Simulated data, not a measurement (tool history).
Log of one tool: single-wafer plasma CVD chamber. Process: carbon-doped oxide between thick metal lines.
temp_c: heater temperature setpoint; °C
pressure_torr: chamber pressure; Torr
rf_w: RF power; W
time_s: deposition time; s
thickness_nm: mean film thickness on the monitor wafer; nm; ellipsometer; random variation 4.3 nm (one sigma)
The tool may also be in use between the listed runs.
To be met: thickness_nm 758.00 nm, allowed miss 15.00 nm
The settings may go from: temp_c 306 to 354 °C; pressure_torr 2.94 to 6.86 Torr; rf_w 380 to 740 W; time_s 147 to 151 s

run  hour  temp_c  pressure_torr  rf_w  time_s  thickness_nm
  1   0.0     330           4.90   560     147        878.28
  2   8.2     325           4.90   560     147        883.20
  3  17.0     326           4.70   545     147        859.50
  4  25.6     317           4.70   545     147        892.26
  5  33.1     320           4.50   540     147        868.20
  6  38.3     320           3.87   540     147        841.57
  7  43.7     322           3.75   540     147        851.23
  8  52.7     324           3.64   530     147        820.56
  9  56.6     326           3.54   530     147        817.60
 10  57.4     327           3.45   525     147        809.95
 11  60.0     328           3.37   520     147        802.69
 12  64.2     329           3.31   515     147        795.47
     70.2  -- thermocouple changed; heater temperature recalibrated
 13  70.2     330           3.26   510     147        790.64
 14  75.0     331           3.21   505     147        782.25
 15  81.6     331           3.17   505     147        786.38
 16  88.7     331           3.14   500     147        777.38
 17  91.5     331           3.11   500     147        776.81
 18  98.4     331           3.08   500     147        773.98

Which of these 5 next moves meets every target?
  A  105.3     323           2.94   505     147             ?
  B  105.3     329           3.76   505     150             ?
  C  105.3     310           2.94   490     147             ?
  D  105.3     332           2.94   525     147             ?
  E  105.3     325           3.15   455     151             ?

move  thickness_nm
   A        796.14
   B        814.93
   C        811.80
   D        797.69
   E        754.72
A: further off than the last run
B: further off than the last run
C: further off than the last run
D: further off than the last run
E: meets every target
Move E is the one to make.
